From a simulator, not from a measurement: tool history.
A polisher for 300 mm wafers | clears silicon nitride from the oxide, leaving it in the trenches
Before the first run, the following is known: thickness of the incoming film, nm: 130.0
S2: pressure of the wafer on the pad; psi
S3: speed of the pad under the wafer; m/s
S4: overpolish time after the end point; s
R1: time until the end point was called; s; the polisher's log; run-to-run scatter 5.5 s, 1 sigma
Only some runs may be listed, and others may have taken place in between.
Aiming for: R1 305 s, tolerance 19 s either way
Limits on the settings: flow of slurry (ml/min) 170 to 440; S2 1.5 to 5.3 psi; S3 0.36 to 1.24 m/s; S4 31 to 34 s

{"run": 1, "day": 0.0, "flow of slurry (ml/min)": 280, "S2": 3.4, "S3": 0.8, "S4": 31, "R1": 148.88}
{"run": 2, "day": 0.058, "flow of slurry (ml/min)": 280, "S2": 3.4, "S3": 0.8, "S4": 34, "R1": 144.02}
{"run": 3, "day": 0.321, "flow of slurry (ml/min)": 280, "S2": 3.1, "S3": 0.76, "S4": 34, "R1": 168.25}
{"run": 4, "day": 0.604, "flow of slurry (ml/min)": 280, "S2": 3.1, "S3": 0.86, "S4": 34, "R1": 146.05}
{"run": 5, "day": 0.929, "flow of slurry (ml/min)": 280, "S2": 3.1, "S3": 0.86, "S4": 31, "R1": 153.59}
{"run": 6, "day": 1.129, "flow of slurry (ml/min)": 280, "S2": 2.6, "S3": 0.86, "S4": 31, "R1": 179.34}
{"run": 7, "day": 1.35, "flow of slurry (ml/min)": 280, "S2": 2.4, "S3": 0.84, "S4": 31, "R1": 191.76}
{"run": 8, "day": 1.488, "flow of slurry (ml/min)": 280, "S2": 2.2, "S3": 0.8, "S4": 31, "R1": 224.23}
{"run": 9, "day": 1.538, "flow of slurry (ml/min)": 280, "S2": 2.1, "S3": 0.78, "S4": 31, "R1": 236.92}
{"run": 10, "day": 1.667, "flow of slurry (ml/min)": 280, "S2": 2, "S3": 0.78, "S4": 31, "R1": 239.4}
{"run": 11, "day": 1.958, "flow of slurry (ml/min)": 280, "S2": 1.9, "S3": 0.76, "S4": 31, "R1": 262.4}
{"run": 12, "day": 2.121, "flow of slurry (ml/min)": 280, "S2": 1.8, "S3": 0.76, "S4": 31, "R1": 286.23}

Which single option among these 5 for the next run brings every result within its allowed miss of target? Just one does.
{"run": "A", "day": 2.283, "flow of slurry (ml/min)": 225, "S2": 1.8, "S3": 0.84, "S4": 32, "R1": "?"}
{"run": "B", "day": 2.283, "flow of slurry (ml/min)": 265, "S2": 1.9, "S3": 0.76, "S4": 31, "R1": "?"}
{"run": "C", "day": 2.283, "flow of slurry (ml/min)": 270, "S2": 1.9, "S3": 0.78, "S4": 31, "R1": "?"}
{"run": "D", "day": 2.283, "flow of slurry (ml/min)": 260, "S2": 2, "S3": 0.76, "S4": 34, "R1": "?"}
{"run": "E", "day": 2.283, "flow of slurry (ml/min)": 250, "S2": 1.7, "S3": 0.74, "S4": 31, "R1": "?"}

move=A R1=261.63
move=B R1=269.28
move=C R1=262.8
move=D R1=256.78
move=E R1=307.39
A: its largest miss is bigger than the last run's
B: its largest miss is bigger than the last run's
C: its largest miss is bigger than the last run's
D: its largest miss is bigger than the last run's
E: in spec on every target
The move that meets every target is E.
